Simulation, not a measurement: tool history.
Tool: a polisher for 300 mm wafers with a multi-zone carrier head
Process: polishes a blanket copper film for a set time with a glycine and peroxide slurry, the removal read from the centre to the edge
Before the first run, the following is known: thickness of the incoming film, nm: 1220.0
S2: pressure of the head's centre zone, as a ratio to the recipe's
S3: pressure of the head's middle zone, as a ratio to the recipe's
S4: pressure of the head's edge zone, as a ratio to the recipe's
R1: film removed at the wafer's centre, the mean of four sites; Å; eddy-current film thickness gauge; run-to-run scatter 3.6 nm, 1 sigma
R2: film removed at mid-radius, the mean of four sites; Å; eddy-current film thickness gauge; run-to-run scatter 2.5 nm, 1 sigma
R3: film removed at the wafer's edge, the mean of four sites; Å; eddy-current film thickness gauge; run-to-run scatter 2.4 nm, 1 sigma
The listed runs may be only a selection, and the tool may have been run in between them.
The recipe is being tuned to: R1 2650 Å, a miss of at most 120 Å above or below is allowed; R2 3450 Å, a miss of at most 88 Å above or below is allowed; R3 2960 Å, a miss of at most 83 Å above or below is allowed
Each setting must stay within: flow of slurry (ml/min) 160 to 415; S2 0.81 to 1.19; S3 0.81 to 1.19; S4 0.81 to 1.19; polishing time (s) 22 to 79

{"run": 1, "hour": 0.0, "flow of slurry (ml/min)": 265, "S2": 1, "S3": 1, "S4": 1, "polishing time (s)": 50, "R1": 2234.4, "R2": 2344.9, "R3": 2343.4}
{"run": 2, "hour": 8.1, "flow of slurry (ml/min)": 335, "S2": 1, "S3": 1, "S4": 1, "polishing time (s)": 50, "R1": 2243.2, "R2": 2421.2, "R3": 2393}
{"run": 3, "hour": 12.1, "flow of slurry (ml/min)": 390, "S2": 1, "S3": 1, "S4": 1, "polishing time (s)": 50, "R1": 2370.4, "R2": 2463.2, "R3": 2404.8}
{"run": 4, "hour": 17.1, "flow of slurry (ml/min)": 415, "S2": 1, "S3": 1, "S4": 1, "polishing time (s)": 50, "R1": 2381.2, "R2": 2444.8, "R3": 2396.7}
{"run": 5, "hour": 18.0, "flow of slurry (ml/min)": 410, "S2": 0.99, "S3": 1.02, "S4": 1, "polishing time (s)": 51, "R1": 2380.3, "R2": 2546.1, "R3": 2442}
{"run": 6, "hour": 22.1, "flow of slurry (ml/min)": 410, "S2": 0.99, "S3": 1.02, "S4": 0.92, "polishing time (s)": 51, "R1": 2385, "R2": 2531.2, "R3": 2320.1}
{"run": 7, "hour": 26.8, "flow of slurry (ml/min)": 405, "S2": 0.98, "S3": 1.04, "S4": 0.94, "polishing time (s)": 52, "R1": 2458.7, "R2": 2644, "R3": 2450.9}
{"run": 8, "hour": 28.5, "flow of slurry (ml/min)": 405, "S2": 0.97, "S3": 1.06, "S4": 0.94, "polishing time (s)": 53, "R1": 2419.3, "R2": 2745.2, "R3": 2449.1}
{"run": 9, "hour": 31.2, "flow of slurry (ml/min)": 405, "S2": 0.97, "S3": 1.07, "S4": 0.96, "polishing time (s)": 54, "R1": 2482.5, "R2": 2802.1, "R3": 2484.3}
{"run": 10, "hour": 34.9, "flow of slurry (ml/min)": 400, "S2": 0.96, "S3": 1.08, "S4": 0.97, "polishing time (s)": 55, "R1": 2566.3, "R2": 2925.3, "R3": 2635.6}
{"run": 11, "hour": 42.7, "flow of slurry (ml/min)": 400, "S2": 0.95, "S3": 1.09, "S4": 0.98, "polishing time (s)": 55, "R1": 2464, "R2": 2898, "R3": 2611.5}

Pick the move, out of 5, that brings all results within their allowed miss; only one does.
{"run": "A", "hour": 50.5, "flow of slurry (ml/min)": 395, "S2": 1, "S3": 1.13, "S4": 0.95, "polishing time (s)": 63, "R1": "?", "R2": "?", "R3": "?"}
{"run": "B", "hour": 50.5, "flow of slurry (ml/min)": 405, "S2": 1.01, "S3": 1.08, "S4": 0.87, "polishing time (s)": 61, "R1": "?", "R2": "?", "R3": "?"}
{"run": "C", "hour": 50.5, "flow of slurry (ml/min)": 415, "S2": 0.97, "S3": 1.03, "S4": 0.94, "polishing time (s)": 64, "R1": "?", "R2": "?", "R3": "?"}
{"run": "D", "hour": 50.5, "flow of slurry (ml/min)": 415, "S2": 0.96, "S3": 1.13, "S4": 0.94, "polishing time (s)": 63, "R1": "?", "R2": "?", "R3": "?"}
{"run": "E", "hour": 50.5, "flow of slurry (ml/min)": 415, "S2": 0.89, "S3": 1.13, "S4": 0.95, "polishing time (s)": 64, "R1": "?", "R2": "?", "R3": "?"}

move=A R1=2977.6 R2=3419.4 R3=2895.4
move=B R1=2916.6 R2=3195.9 R3=2697.4
move=C R1=2942.2 R2=3231.9 R3=2938.1
move=D R1=2868.1 R2=3431.6 R3=2888.5
move=E R1=2699.4 R2=3487.3 R3=2949
A: brings the last run's worst result on target, with another outside its allowed miss
B: gains on the last run, yet a result remains outside its allowed miss
C: gains on the last run, yet a result remains outside its allowed miss
D: brings the last run's worst result on target, with another outside its allowed miss
E: meets every target
So the answer is move E, the one that meets all the targets.
